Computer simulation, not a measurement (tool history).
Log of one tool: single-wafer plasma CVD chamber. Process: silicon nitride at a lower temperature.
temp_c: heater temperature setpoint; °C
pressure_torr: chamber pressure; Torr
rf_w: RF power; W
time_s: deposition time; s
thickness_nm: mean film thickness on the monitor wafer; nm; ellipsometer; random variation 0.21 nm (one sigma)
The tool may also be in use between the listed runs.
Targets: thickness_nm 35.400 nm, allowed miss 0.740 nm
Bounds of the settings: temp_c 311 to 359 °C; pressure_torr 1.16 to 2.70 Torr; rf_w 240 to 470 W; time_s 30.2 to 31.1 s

run 1 hour=0.0 | temp_c=335 pressure_torr=1.93 rf_w=355 time_s=30.2 | thickness_nm=44.568
run 2 hour=8.2 | temp_c=335 pressure_torr=1.93 rf_w=355 time_s=31.1 | thickness_nm=46.037
run 3 hour=10.3 | temp_c=335 pressure_torr=1.84 rf_w=340 time_s=31.0 | thickness_nm=43.816
run 4 hour=11.0 | temp_c=335 pressure_torr=2.02 rf_w=340 time_s=31.0 | thickness_nm=44.927
run 5 hour=14.3 | temp_c=335 pressure_torr=2.02 rf_w=305 time_s=31.0 | thickness_nm=41.101
run 6 hour=18.3 | temp_c=330 pressure_torr=2.02 rf_w=305 time_s=31.0 | thickness_nm=41.080
run 7 hour=20.1 | temp_c=330 pressure_torr=1.93 rf_w=300 time_s=31.0 | thickness_nm=39.991
run 8 hour=21.5 | temp_c=330 pressure_torr=1.84 rf_w=295 time_s=31.0 | thickness_nm=39.159
run 9 hour=27.5 | temp_c=330 pressure_torr=1.76 rf_w=290 time_s=31.0 | thickness_nm=38.288
run 10 hour=30.6 | temp_c=330 pressure_torr=1.70 rf_w=290 time_s=31.0 | thickness_nm=38.010
run 11 hour=38.0 | temp_c=330 pressure_torr=1.64 rf_w=290 time_s=31.0 | thickness_nm=37.581
run 12 hour=42.9 | temp_c=330 pressure_torr=1.59 rf_w=290 time_s=31.0 | thickness_nm=37.090
run 13 hour=43.6 | temp_c=330 pressure_torr=1.55 rf_w=290 time_s=31.0 | thickness_nm=37.267
run 14 hour=50.0 | temp_c=330 pressure_torr=1.51 rf_w=290 time_s=31.0 | thickness_nm=36.519

Which of these 4 next moves meets every target?
run A hour=56.4 | temp_c=339 pressure_torr=1.77 rf_w=295 time_s=30.2 | thickness_nm=?
run B hour=56.4 | temp_c=326 pressure_torr=1.41 rf_w=310 time_s=30.2 | thickness_nm=?
run C hour=56.4 | temp_c=322 pressure_torr=1.45 rf_w=290 time_s=30.2 | thickness_nm=?
run D hour=56.4 | temp_c=334 pressure_torr=1.50 rf_w=300 time_s=30.5 | thickness_nm=?

move=A thickness_nm=37.641
move=B thickness_nm=37.096
move=C thickness_nm=35.421
move=D thickness_nm=36.963
A: further off than the last run
B: further off than the last run
C: meets every target
D: further off than the last run
The right move is C.
